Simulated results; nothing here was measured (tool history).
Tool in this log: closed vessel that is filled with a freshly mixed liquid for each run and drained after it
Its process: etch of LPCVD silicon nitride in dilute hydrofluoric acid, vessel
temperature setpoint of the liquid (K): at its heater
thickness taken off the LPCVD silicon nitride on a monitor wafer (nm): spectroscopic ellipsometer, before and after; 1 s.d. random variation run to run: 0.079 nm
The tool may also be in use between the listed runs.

| run | hour | temperature setpoint of the liquid (K) | parts of water to one part of 49 % hydrofluoric acid (parts by volume) | time in the liquid (s) | thickness taken off the LPCVD silicon nitride on a monitor wafer (nm) |
|---|---|---|---|---|---|
| 1 | 0 | 295.15 | 160 | 2740 | 7.6736 |
| 2 | 6 | 295.15 | 130 | 2740 | 9.4331 |
| 3 | 13.1 | 298.15 | 130 | 2740 | 11.61 |
| 4 | 19.5 | 298.65 | 130 | 2740 | 11.778 |
| 5 | 27.9 | 299.15 | 130 | 2740 | 12.169 |
| 6 | 30.3 | 299.15 | 130 | 2740 | 12.212 |
| 7 | 32.7 | 299.65 | 130 | 2740 | 12.697 |
| 8 | 34.6 | 300.15 | 130 | 2740 | 12.874 |
| 9 | 41.7 | 300.15 | 130 | 2740 | 12.918 |
| 10 | 44 | 300.15 | 130 | 2740 | 13.001 |
| 11 | 51.3 | 300.65 | 130 | 2740 | 13.36 |

Run 12 is up next; what results do you expect?
| 12 | 57.6 | 301.15 | 130 | 2740 | ? |

Run 12 yielded thickness taken off the LPCVD silicon nitride on a monitor wafer (nm) 13.881.

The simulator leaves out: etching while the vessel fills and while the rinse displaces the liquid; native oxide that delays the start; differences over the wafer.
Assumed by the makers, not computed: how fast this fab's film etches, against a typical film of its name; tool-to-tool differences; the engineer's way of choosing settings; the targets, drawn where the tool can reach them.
